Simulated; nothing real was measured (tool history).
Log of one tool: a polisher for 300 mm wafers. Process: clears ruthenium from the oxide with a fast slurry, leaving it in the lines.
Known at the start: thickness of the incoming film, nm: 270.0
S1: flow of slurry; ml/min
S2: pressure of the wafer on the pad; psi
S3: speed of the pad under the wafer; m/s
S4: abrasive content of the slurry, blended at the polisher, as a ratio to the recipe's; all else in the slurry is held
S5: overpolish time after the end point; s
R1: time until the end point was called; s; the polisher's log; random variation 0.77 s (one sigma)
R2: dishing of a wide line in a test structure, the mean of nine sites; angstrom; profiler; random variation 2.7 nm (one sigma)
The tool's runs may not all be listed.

run	hour	S1	S2	S3	S4	S5	R1	R2
1	0	215	3.4	1.1	1	26	55.089	1054.6
2	6.9	215	3.4	1.1	1	19	55.152	846.12
3	8.9	215	3.4	1.1	1.15	19	52.122	852.42
4	16.3	210	3.4	1.1	1.1	22	52.098	934.07
5	23	210	3.9	1.1	1.1	22	46.227	1029.3
6	31.6	265	3.9	1.1	1.1	22	46.751	1033.9
7	33.3	265	3.8	1.1	1.05	25	49.375	1130.6

Run 8 comes next. What will it give?
8	38.8	265	3.8	1.1	1.05	27	?	?

{"run 8": {"R1": 47.493, "R2": 1199.9}}
